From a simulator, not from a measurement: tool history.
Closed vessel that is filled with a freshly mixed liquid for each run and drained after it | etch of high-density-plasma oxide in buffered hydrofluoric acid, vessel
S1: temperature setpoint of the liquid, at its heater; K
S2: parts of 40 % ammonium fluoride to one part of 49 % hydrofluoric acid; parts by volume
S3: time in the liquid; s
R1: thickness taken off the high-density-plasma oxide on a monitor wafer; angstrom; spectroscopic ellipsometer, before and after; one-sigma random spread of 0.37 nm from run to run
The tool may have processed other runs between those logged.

run  hour      S1   S2  S3      R1
  1     0  294.15  7.5  30  470.23
  2   3.7  290.65  7.5  30  382.44
  3   6.7  294.15  7.5  30     470
  4    11  296.15  7.5  30  522.73
  5  13.4  293.15  7.5  30   443.4
  6  15.9  293.15  7.5  30  445.12

What does the tool deliver on the next run?
  7  17.6  295.65  7.5  30   ?

{"run 7": {"R1": 515.43}}

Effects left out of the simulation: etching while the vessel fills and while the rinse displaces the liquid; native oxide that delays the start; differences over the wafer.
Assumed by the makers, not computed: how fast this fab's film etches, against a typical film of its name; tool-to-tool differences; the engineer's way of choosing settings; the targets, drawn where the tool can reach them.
